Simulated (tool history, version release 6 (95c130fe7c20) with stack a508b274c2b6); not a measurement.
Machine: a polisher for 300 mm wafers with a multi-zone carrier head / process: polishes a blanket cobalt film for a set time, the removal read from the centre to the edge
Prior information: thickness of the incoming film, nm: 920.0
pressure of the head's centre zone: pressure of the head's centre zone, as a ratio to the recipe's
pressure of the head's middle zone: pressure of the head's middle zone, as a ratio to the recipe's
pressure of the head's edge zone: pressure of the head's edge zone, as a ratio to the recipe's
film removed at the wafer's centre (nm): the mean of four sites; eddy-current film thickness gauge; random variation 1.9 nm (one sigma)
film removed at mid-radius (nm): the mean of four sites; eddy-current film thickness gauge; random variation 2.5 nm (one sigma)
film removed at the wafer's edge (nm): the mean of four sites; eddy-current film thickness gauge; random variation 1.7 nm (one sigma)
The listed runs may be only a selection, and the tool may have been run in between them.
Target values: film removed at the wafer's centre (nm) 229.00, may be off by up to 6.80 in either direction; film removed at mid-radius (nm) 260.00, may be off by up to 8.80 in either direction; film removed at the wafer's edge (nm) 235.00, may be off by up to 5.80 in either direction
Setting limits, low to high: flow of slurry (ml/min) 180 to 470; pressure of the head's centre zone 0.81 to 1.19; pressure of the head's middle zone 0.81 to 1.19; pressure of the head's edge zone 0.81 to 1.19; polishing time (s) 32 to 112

run	hour	flow of slurry (ml/min)	pressure of the head's centre zone	pressure of the head's middle zone	pressure of the head's edge zone	polishing time (s)	film removed at the wafer's centre (nm)	film removed at mid-radius (nm)	film removed at the wafer's edge (nm)
1	0.0	300	1.00	1.00	1.00	72	326.05	351.93	352.46
2	8.4	300	1.00	0.92	1.00	72	321.68	329.97	355.85
3	15.6	300	0.99	0.95	0.95	65	287.02	307.39	318.06
4	16.1	300	1.02	0.95	0.95	65	294.16	302.50	314.38
5	21.0	295	1.02	0.98	0.91	60	274.80	288.60	287.98
6	23.1	295	1.02	0.91	0.91	60	267.26	272.55	288.31
7	25.4	280	0.97	1.01	0.81	47	201.49	230.27	219.58
8	27.8	305	0.98	1.03	0.83	47	203.99	240.62	216.77
9	35.7	310	1.00	1.03	0.86	47	210.69	239.81	222.87
# hour 40.6: centre zone pressure recalibrated
10	40.6	315	1.01	1.05	0.88	47	233.75	242.74	223.98
11	47.0	315	0.99	1.06	0.89	48	233.31	249.48	227.90

Consider the 5 candidate settings below. Which is the only one whose results all fall within their allowed miss of target?
A	53.4	305	1.11	1.16	1.19	44	?	?	?
B	53.4	420	0.93	1.04	0.82	50	?	?	?
C	53.4	380	1.09	1.19	0.97	44	?	?	?
D	53.4	320	0.93	0.97	0.83	53	?	?	?
E	53.4	290	1.05	0.97	0.98	49	?	?	?

move	film removed at the wafer's centre (nm)	film removed at mid-radius (nm)	film removed at the wafer's edge (nm)
A	236.94	242.94	228.53
B	229.58	256.31	233.77
C	235.91	251.56	215.08
D	239.22	252.30	246.01
E	248.36	231.74	238.19
A: the biggest miss grows against the last run
B: each result inside its tolerance
C: the biggest miss grows against the last run
D: moves the result that the last run missed by most past its target, out the other side
E: the worst result of the last run now meets its target, but another is out of spec
Go with B: it meets all targets.
